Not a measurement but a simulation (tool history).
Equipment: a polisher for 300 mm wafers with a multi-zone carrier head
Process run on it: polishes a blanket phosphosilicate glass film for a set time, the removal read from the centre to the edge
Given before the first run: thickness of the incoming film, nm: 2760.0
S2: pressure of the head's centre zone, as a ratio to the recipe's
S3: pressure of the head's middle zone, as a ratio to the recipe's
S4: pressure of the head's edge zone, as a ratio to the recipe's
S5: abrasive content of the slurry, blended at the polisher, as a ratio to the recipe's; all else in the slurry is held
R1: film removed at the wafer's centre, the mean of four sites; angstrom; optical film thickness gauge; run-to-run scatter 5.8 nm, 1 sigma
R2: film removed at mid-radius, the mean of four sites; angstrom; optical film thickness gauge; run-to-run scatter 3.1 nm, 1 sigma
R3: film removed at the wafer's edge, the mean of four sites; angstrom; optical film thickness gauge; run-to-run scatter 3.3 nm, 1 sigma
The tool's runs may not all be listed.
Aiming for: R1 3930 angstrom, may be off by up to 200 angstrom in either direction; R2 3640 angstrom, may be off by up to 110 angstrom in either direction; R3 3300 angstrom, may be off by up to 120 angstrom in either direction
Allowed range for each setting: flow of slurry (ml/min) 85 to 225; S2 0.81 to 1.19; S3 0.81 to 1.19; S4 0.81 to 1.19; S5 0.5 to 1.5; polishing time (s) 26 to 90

run 1 day=0 | flow_of_slurry_(ml/min)=145 S2=1 S3=1 S4=1 S5=1 polishing_time_(s)=58 | R1=4779.3 R2=4840.5 R3=4928
run 2 day=0.304 | flow_of_slurry_(ml/min)=120 S2=1 S3=1 S4=1 S5=1 polishing_time_(s)=58 | R1=4751.9 R2=4677.6 R3=4732.1
run 3 day=0.579 | flow_of_slurry_(ml/min)=120 S2=1 S3=1 S4=1 S5=1 polishing_time_(s)=71 | R1=5813 R2=5847.4 R3=5948.7
run 4 day=0.725 | flow_of_slurry_(ml/min)=120 S2=1.05 S3=1 S4=1 S5=1 polishing_time_(s)=71 | R1=6010.2 R2=5803.9 R3=5970.1
run 5 day=1.075 | flow_of_slurry_(ml/min)=115 S2=1.06 S3=1.01 S4=0.98 S5=0.95 polishing_time_(s)=69 | R1=5755.8 R2=5534.7 R3=5658.5
run 6 day=1.154 | flow_of_slurry_(ml/min)=115 S2=1.02 S3=1.01 S4=0.98 S5=0.95 polishing_time_(s)=69 | R1=5600.3 R2=5521.3 R3=5557.6
run 7 day=1.271 | flow_of_slurry_(ml/min)=110 S2=1.03 S3=1.02 S4=0.96 S5=0.9 polishing_time_(s)=67 | R1=5284.3 R2=5314.8 R3=5347.6
run 8 day=1.446 | flow_of_slurry_(ml/min)=110 S2=1.03 S3=1.02 S4=0.96 S5=0.9 polishing_time_(s)=67 | R1=5322.3 R2=5311.8 R3=5195.7

Which one of the following 5 next-run settings gets every result inside its allowed miss? There is exactly one.
run A day=1.621 | flow_of_slurry_(ml/min)=170 S2=0.81 S3=1.01 S4=1.17 S5=0.95 polishing_time_(s)=85 | R1=? R2=? R3=?
run B day=1.621 | flow_of_slurry_(ml/min)=130 S2=0.87 S3=1.11 S4=0.95 S5=0.6 polishing_time_(s)=58 | R1=? R2=? R3=?
run C day=1.621 | flow_of_slurry_(ml/min)=100 S2=1.14 S3=1.06 S4=0.84 S5=0.85 polishing_time_(s)=46 | R1=? R2=? R3=?
run D day=1.621 | flow_of_slurry_(ml/min)=125 S2=1.07 S3=0.95 S4=0.97 S5=0.55 polishing_time_(s)=56 | R1=? R2=? R3=?
run E day=1.621 | flow_of_slurry_(ml/min)=125 S2=0.88 S3=1.07 S4=0.99 S5=1.05 polishing_time_(s)=50 | R1=? R2=? R3=?

move=A R1=5866.4 R2=7269.6 R3=7871.8
move=B R1=3516.6 R2=4413.2 R3=4016.4
move=C R1=3923.5 R2=3623.5 R3=3292
move=D R1=4027.6 R2=3599 R3=3793.5
move=E R1=3684.2 R2=4433.7 R3=4256.9
A: its largest miss is bigger than the last run's
B: nearer than the last run, and not there yet
C: meets every target
D: nearer than the last run, and not there yet
E: nearer than the last run, and not there yet
C is the move that brings every result within its allowed miss.
